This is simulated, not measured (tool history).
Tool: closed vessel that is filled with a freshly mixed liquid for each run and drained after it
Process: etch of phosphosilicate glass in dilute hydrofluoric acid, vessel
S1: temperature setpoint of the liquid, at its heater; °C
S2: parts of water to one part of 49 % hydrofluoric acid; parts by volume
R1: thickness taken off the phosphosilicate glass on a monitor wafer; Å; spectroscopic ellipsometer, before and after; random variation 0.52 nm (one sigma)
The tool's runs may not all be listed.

run 1 day=0.000 | S1=23.0 S2=75 time_in_the_liquid_(s)=30 | R1=372.14
run 2 day=0.117 | S1=20.0 S2=75 time_in_the_liquid_(s)=30 | R1=324.61
run 3 day=0.317 | S1=20.0 S2=100 time_in_the_liquid_(s)=30 | R1=235.86
run 4 day=0.546 | S1=18.0 S2=100 time_in_the_liquid_(s)=30 | R1=219.42
run 5 day=0.638 | S1=19.5 S2=100 time_in_the_liquid_(s)=30 | R1=231.03
run 6 day=0.954 | S1=19.5 S2=125 time_in_the_liquid_(s)=30 | R1=180.19
run 7 day=1.171 | S1=23.5 S2=95 time_in_the_liquid_(s)=30 | R1=291.43
run 8 day=1.367 | S1=25.5 S2=75 time_in_the_liquid_(s)=30 | R1=405.03

Run 9 comes next. What will it give?
run 9 day=1.729 | S1=27.0 S2=60 time_in_the_liquid_(s)=30 | R1=?

{"run 9": {"R1": 545.91}}
